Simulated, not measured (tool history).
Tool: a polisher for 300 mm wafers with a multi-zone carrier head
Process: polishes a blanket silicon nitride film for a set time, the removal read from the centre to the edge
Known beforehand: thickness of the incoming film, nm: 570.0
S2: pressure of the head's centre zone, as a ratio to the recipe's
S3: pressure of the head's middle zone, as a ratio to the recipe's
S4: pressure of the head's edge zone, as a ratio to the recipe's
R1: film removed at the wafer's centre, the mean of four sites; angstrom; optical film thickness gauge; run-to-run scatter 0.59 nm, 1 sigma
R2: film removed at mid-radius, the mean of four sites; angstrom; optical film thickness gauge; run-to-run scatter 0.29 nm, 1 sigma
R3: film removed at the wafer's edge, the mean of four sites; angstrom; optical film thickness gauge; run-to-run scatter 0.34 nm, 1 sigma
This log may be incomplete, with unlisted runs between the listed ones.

Run 1, day 0: flow of slurry (ml/min) 220, S2 1, S3 1, S4 1, polishing time (s) 55. Result: R1 789.98 angstrom, R2 796.6 angstrom, R3 824.82 angstrom.
Run 2, day 0.162: flow of slurry (ml/min) 220, S2 1, S3 1.04, S4 1, polishing time (s) 55. Result: R1 788.64 angstrom, R2 827.49 angstrom, R3 829.02 angstrom.
Run 3, day 0.342: flow of slurry (ml/min) 205, S2 0.99, S3 0.98, S4 0.97, polishing time (s) 49. Result: R1 686.17 angstrom, R2 685.1 angstrom, R3 719.64 angstrom.
Run 4, day 0.638: flow of slurry (ml/min) 195, S2 0.98, S3 0.94, S4 0.93, polishing time (s) 46. Result: R1 651.75 angstrom, R2 619.93 angstrom, R3 661.14 angstrom.
Run 5, day 0.821: flow of slurry (ml/min) 160, S2 0.98, S3 0.94, S4 0.93, polishing time (s) 46. Result: R1 617.35 angstrom, R2 600.84 angstrom, R3 647.33 angstrom.
Run 6, day 1.133: flow of slurry (ml/min) 155, S2 0.97, S3 0.91, S4 0.91, polishing time (s) 44. Result: R1 569.24 angstrom, R2 548.86 angstrom, R3 605.66 angstrom.
Run 7, day 1.404: flow of slurry (ml/min) 155, S2 0.97, S3 0.88, S4 0.89, polishing time (s) 43. Result: R1 556.73 angstrom, R2 524.99 angstrom, R3 583.31 angstrom.
Run 8, day 1.442: flow of slurry (ml/min) 150, S2 0.97, S3 0.86, S4 0.88, polishing time (s) 42. Result: R1 545.8 angstrom, R2 500 angstrom, R3 568.62 angstrom.

Expected results for the next run?
Run 9, day 1.662: flow of slurry (ml/min) 140, S2 0.96, S3 0.81, S4 0.81, polishing time (s) 39. Result: R1 ?, R2 ?, R3 ?.

Run 9 gave R1 489.82 angstrom, R2 438.06 angstrom, R3 500.64 angstrom.

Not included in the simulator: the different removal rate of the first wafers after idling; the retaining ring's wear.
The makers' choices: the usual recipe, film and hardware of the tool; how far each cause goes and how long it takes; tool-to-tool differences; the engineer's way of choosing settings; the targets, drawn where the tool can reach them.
